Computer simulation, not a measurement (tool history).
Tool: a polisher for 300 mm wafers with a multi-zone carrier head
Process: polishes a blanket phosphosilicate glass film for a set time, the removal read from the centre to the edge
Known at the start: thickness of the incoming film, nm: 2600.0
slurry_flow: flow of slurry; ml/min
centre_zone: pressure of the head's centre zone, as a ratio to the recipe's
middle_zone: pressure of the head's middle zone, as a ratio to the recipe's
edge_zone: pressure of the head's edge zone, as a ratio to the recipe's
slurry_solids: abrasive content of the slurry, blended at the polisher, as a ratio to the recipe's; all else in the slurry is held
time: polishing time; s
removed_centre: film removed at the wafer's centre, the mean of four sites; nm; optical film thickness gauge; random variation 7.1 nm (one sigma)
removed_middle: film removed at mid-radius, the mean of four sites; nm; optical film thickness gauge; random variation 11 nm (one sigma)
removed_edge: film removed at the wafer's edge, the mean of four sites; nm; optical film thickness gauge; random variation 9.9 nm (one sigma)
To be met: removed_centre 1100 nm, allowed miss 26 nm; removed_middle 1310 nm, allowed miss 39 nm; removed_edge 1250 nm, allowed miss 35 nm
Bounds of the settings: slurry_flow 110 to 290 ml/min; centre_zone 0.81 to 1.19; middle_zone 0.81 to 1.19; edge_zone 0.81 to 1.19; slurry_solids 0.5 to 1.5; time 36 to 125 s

| run | day | slurry_flow | centre_zone | middle_zone | edge_zone | slurry_solids | time | removed_centre | removed_middle | removed_edge |
|---|---|---|---|---|---|---|---|---|---|---|
| 1 | 0 | 185 | 1 | 1 | 1 | 1 | 80 | 729.04 | 750.46 | 761.05 |
| 2 | 0.35 | 190 | 1 | 1.02 | 1.02 | 1.1 | 82 | 800.17 | 817.36 | 827.16 |
| 3 | 0.388 | 195 | 0.98 | 1.04 | 1.04 | 1.15 | 84 | 828.77 | 872.32 | 896.9 |
| 4 | 0.425 | 195 | 0.98 | 1.04 | 1.04 | 1.3 | 84 | 874.66 | 935.56 | 934.23 |
| 5 | 0.508 | 195 | 1.04 | 1.04 | 1.04 | 1.3 | 84 | 930.25 | 946.73 | 937.55 |
| 6 | 0.767 | 200 | 1.03 | 1.06 | 1.06 | 1.35 | 85 | 951.76 | 964.47 | 972.84 |
| 7 | 1.083 | 205 | 1.01 | 1.08 | 1.06 | 1.35 | 87 | 954 | 1025.7 | 1016.8 |
| 8 | 1.408 | 215 | 1.01 | 1.1 | 1.07 | 1.35 | 88 | 980.53 | 1036.3 | 1024.3 |
| 9 | 1.717 | 215 | 1.01 | 1.1 | 1.07 | 1.35 | 88 | 977.75 | 1056 | 1024.3 |
| 10 | 2.075 | 220 | 1 | 1.11 | 1.08 | 1.35 | 89 | 986.17 | 1092.1 | 1043.8 |
| 11 | 2.238 | 220 | 0.99 | 1.12 | 1.09 | 1.35 | 90 | 985.76 | 1103 | 1056.9 |
| 12 | 2.308 | 220 | 0.98 | 1.13 | 1.1 | 1.35 | 91 | 998.87 | 1103.5 | 1084 |
| 13 | 2.662 | 220 | 0.98 | 1.13 | 1.1 | 1.35 | 91 | 992.34 | 1125.8 | 1074.8 |
| 14 | 2.879 | 225 | 0.98 | 1.13 | 1.11 | 1.35 | 92 | 1003.7 | 1156.3 | 1075.2 |
| 15 | 3.167 | 220 | 0.98 | 1.14 | 1.11 | 1.35 | 93 | 1004.9 | 1137.6 | 1095.9 |
| 16 | 3.242 | 225 | 0.97 | 1.14 | 1.12 | 1.35 | 93 | 1015.7 | 1153.7 | 1120.5 |
| 17 | 3.308 | 230 | 0.97 | 1.15 | 1.13 | 1.35 | 93 | 1008.2 | 1169.1 | 1118.9 |
|  | 3.496 | slurry nozzle cleaned |
| 18 | 3.496 | 235 | 0.97 | 1.15 | 1.14 | 1.35 | 93 | 1065.5 | 1226 | 1161.4 |
| 19 | 3.554 | 240 | 0.96 | 1.15 | 1.15 | 1.35 | 93 | 1058.7 | 1226.9 | 1161.2 |
| 20 | 3.867 | 245 | 0.95 | 1.15 | 1.16 | 1.35 | 93 | 1051 | 1244.9 | 1177.9 |
| 21 | 4.079 | 250 | 0.95 | 1.14 | 1.16 | 1.35 | 93 | 1055.2 | 1216.5 | 1183.3 |
| 22 | 4.338 | 255 | 0.95 | 1.14 | 1.16 | 1.35 | 93 | 1050 | 1236.6 | 1193.5 |

Which of these 4 next moves meets every target?
| A | 4.596 | 235 | 0.87 | 1.14 | 1.13 | 1.35 | 101 | ? | ? | ? |
| B | 4.596 | 275 | 0.93 | 1.07 | 1.16 | 1.2 | 95 | ? | ? | ? |
| C | 4.596 | 285 | 0.88 | 1.19 | 1.14 | 1.35 | 98 | ? | ? | ? |
| D | 4.596 | 200 | 0.94 | 1.14 | 1.13 | 1.5 | 96 | ? | ? | ? |

| move | removed_centre | removed_middle | removed_edge |
|---|---|---|---|
| A | 1043.3 | 1323.6 | 1268.3 |
| B | 1010.3 | 1136.6 | 1158.5 |
| C | 1047.3 | 1356.5 | 1254 |
| D | 1097.8 | 1290.5 | 1243.1 |
A: further off than the last run
B: further off than the last run
C: further off than the last run
D: meets every target
Move D is the one to make.

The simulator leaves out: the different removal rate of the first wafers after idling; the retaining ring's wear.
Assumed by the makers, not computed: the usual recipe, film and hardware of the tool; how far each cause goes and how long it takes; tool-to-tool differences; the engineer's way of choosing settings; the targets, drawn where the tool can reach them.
